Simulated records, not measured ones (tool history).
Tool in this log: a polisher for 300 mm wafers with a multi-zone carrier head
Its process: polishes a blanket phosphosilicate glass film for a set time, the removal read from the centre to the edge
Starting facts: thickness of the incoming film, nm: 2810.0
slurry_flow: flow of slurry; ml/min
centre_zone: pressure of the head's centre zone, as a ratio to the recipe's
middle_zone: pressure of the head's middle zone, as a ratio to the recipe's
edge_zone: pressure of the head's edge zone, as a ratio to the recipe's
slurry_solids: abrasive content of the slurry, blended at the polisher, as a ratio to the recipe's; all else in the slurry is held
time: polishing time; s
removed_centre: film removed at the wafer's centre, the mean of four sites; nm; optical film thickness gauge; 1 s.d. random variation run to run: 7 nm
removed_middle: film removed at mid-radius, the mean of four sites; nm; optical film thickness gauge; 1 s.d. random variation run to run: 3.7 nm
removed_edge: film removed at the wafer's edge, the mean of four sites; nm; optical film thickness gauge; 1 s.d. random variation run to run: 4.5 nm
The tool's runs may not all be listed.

run  hour  slurry_flow  centre_zone  middle_zone  edge_zone  slurry_solids  time  removed_centre  removed_middle  removed_edge
  1     0          180            1            1          1              1    51          425.81          430.69        441.87
  2   5.8          180            1            1       0.96              1    51          426.67          427.91        428.21
  3  14.3          180         0.97            1       0.96              1    51          416.09             430        422.95
  4  15.9          180         0.97            1       0.96              1    39          321.19          325.15        327.08
  5  16.7          195         1.01         1.03       0.97            1.1    39          348.45          344.69        342.52
  6  24.7          200         1.03         1.05       0.98           1.15    40          366.31          372.54        359.08
  7  32.9          210         1.06         1.06       0.99            1.2    41          393.58          392.63        373.72
  8  38.5          215         1.08         1.07          1           1.25    42          398.46          413.25        394.88

Predict the results of run 9:
  9  40.9          230         1.18         1.02        0.9            1.5    51               ?               ?             ?

removed_centre: 571.31 nm
removed_middle: 513.19 nm
removed_edge: 486.51 nm

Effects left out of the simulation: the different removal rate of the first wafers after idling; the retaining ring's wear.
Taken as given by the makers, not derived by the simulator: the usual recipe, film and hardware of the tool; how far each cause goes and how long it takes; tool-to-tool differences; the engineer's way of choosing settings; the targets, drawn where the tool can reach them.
